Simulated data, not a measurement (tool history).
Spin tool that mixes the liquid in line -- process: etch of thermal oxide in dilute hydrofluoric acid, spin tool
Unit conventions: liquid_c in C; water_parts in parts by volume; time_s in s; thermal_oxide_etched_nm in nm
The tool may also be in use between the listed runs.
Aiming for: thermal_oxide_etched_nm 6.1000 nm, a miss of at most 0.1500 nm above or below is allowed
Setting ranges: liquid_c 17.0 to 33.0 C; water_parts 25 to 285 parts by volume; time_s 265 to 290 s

| run | hour | liquid_c | water_parts | time_s | thermal_oxide_etched_nm |
|---|---|---|---|---|---|
| 1 | 0.0 | 25.0 | 155 | 265 | 7.4893 |
| 2 | 4.9 | 24.5 | 155 | 265 | 7.4194 |
| 3 | 11.1 | 24.0 | 155 | 265 | 7.3294 |
| 4 | 17.4 | 24.0 | 120 | 265 | 9.7899 |
| 5 | 22.5 | 24.0 | 70 | 265 | 17.7490 |
| 6 | 26.1 | 24.0 | 70 | 265 | 17.8130 |
| 7 | 29.8 | 23.5 | 80 | 265 | 14.9780 |
| 8 | 30.9 | 23.0 | 85 | 265 | 13.8000 |
| 9 | 36.7 | 22.5 | 90 | 265 | 12.7880 |
| 10 | 38.8 | 22.0 | 95 | 265 | 11.7450 |
| 11 | 40.6 | 21.5 | 100 | 265 | 10.8610 |
| 12 | 45.0 | 21.0 | 105 | 265 | 10.1100 |
| 13 | 46.4 | 20.5 | 110 | 265 | 9.4780 |

Which one of the following 5 next-run settings gets every result inside its allowed miss? There is exactly one.
| A | 47.8 | 21.5 | 165 | 265 | ? |
| B | 47.8 | 22.0 | 100 | 290 | ? |
| C | 47.8 | 20.5 | 100 | 290 | ? |
| D | 47.8 | 19.5 | 85 | 290 | ? |
| E | 47.8 | 23.5 | 95 | 265 | ? |

| move | thermal_oxide_etched_nm |
|---|---|
| A | 6.1464 |
| B | 12.1680 |
| C | 11.4490 |
| D | 13.1460 |
| E | 12.5050 |
A: meets every target
B: misses by more than the last run did
C: misses by more than the last run did
D: misses by more than the last run did
E: misses by more than the last run did
The move that meets every target is A.

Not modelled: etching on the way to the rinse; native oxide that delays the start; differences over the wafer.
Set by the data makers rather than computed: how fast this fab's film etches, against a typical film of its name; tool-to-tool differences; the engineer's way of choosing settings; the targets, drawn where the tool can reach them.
